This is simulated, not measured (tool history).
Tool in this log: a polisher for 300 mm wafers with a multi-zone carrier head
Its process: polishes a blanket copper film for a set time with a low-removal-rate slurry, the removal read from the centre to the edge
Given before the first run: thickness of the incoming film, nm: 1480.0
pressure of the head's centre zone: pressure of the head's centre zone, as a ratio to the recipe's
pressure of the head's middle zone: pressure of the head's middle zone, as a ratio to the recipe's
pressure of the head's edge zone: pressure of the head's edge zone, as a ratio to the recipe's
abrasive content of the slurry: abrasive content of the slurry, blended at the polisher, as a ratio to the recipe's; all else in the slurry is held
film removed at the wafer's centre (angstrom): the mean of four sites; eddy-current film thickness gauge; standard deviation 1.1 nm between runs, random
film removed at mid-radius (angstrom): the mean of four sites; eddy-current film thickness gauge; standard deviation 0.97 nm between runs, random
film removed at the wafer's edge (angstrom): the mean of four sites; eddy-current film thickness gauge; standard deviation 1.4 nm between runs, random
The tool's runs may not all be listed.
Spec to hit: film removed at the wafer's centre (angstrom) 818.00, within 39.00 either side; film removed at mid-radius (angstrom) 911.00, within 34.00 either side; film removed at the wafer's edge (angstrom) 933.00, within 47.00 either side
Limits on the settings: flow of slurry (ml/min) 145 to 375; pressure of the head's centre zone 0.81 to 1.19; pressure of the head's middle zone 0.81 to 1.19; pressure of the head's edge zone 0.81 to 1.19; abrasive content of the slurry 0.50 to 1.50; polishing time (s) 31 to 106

run	hour	flow of slurry (ml/min)	pressure of the head's centre zone	pressure of the head's middle zone	pressure of the head's edge zone	abrasive content of the slurry	polishing time (s)	film removed at the wafer's centre (angstrom)	film removed at mid-radius (angstrom)	film removed at the wafer's edge (angstrom)
1	0.0	240	1.00	1.00	1.00	1.00	68	1970.70	2099.30	1926.10
2	2.4	240	1.00	1.00	1.00	1.00	59	1701.30	1824.70	1666.70
3	8.4	240	0.92	1.00	1.00	1.00	59	1637.50	1816.30	1721.40
4	12.1	230	0.91	0.99	0.98	0.95	56	1488.20	1688.00	1572.80
5	14.1	175	0.91	0.99	0.98	0.95	56	1421.40	1615.80	1558.80
6	15.3	145	0.91	0.99	0.98	0.95	56	1396.20	1567.30	1547.60
7	15.8	145	0.90	0.98	0.97	0.90	53	1297.90	1482.40	1412.30
8	24.0	145	0.89	0.96	0.98	0.85	50	1157.80	1312.30	1338.20
9	31.1	150	0.89	0.95	0.97	0.80	49	1124.10	1286.50	1278.40
10	32.0	150	0.89	0.94	0.96	0.75	48	1128.60	1244.90	1222.10
11	37.9	150	0.89	0.94	0.96	0.75	48	1118.70	1230.80	1241.40
12	44.4	150	0.88	0.94	0.96	0.70	46	1038.60	1151.90	1144.50
13	50.4	145	0.81	0.87	0.97	0.50	39	743.74	851.91	901.39
14	58.3	150	0.82	0.87	0.97	0.50	39	749.18	861.40	925.60
15	64.9	155	0.83	0.87	0.97	0.50	39	769.88	842.64	920.59
16	68.6	155	0.83	0.88	0.97	0.50	39	762.61	858.85	933.80
17	74.0	155	0.83	0.89	0.96	0.50	39	772.60	873.68	889.84

5 candidate next runs follow, results not yet known. Just one meets every target within its allowed miss. Identify it.
A	79.4	150	0.86	0.92	0.95	0.50	40	?	?	?
B	79.4	205	0.88	0.86	0.81	0.50	36	?	?	?
C	79.4	200	0.82	0.98	1.02	0.70	31	?	?	?
D	79.4	145	0.81	1.01	1.10	0.50	38	?	?	?
E	79.4	150	0.82	0.91	0.96	0.50	36	?	?	?

move	film removed at the wafer's centre (angstrom)	film removed at mid-radius (angstrom)	film removed at the wafer's edge (angstrom)
A	813.43	933.85	934.83
B	785.72	830.78	809.06
C	681.91	857.94	832.84
D	726.97	954.27	949.14
E	700.39	833.01	845.63
A: every result lands within tolerance
B: puts the biggest miss on target and leaves a different result outside tolerance
C: further off than the last run
D: further off than the last run
E: further off than the last run
The right move is A.

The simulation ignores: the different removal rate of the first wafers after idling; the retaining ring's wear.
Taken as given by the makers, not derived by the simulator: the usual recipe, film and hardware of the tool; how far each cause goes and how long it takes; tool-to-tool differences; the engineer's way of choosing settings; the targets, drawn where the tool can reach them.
